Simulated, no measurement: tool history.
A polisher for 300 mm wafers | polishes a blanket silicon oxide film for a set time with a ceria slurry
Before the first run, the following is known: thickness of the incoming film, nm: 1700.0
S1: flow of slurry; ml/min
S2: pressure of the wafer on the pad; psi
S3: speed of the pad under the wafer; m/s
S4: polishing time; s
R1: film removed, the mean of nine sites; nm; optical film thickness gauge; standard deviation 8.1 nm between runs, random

run 1 day=0.000 | S1=220 S2=4.1 S3=1.1 S4=53 | R1=391.71
run 2 day=0.067 | S1=265 S2=4.1 S3=1.1 S4=53 | R1=399.24
run 3 day=0.275 | S1=265 S2=4.1 S3=1.1 S4=47 | R1=356.12
run 4 day=0.612 | S1=265 S2=3.2 S3=1.1 S4=47 | R1=281.69
run 5 day=0.808 | S1=230 S2=3.2 S3=1.1 S4=47 | R1=278.32
run 6 day=1.179 | S1=275 S2=3.2 S3=1.1 S4=47 | R1=280.80

Predict the results of run 7:
run 7 day=1.379 | S1=275 S2=3.4 S3=1.1 S4=47 | R1=?

R1: 305.14 nm
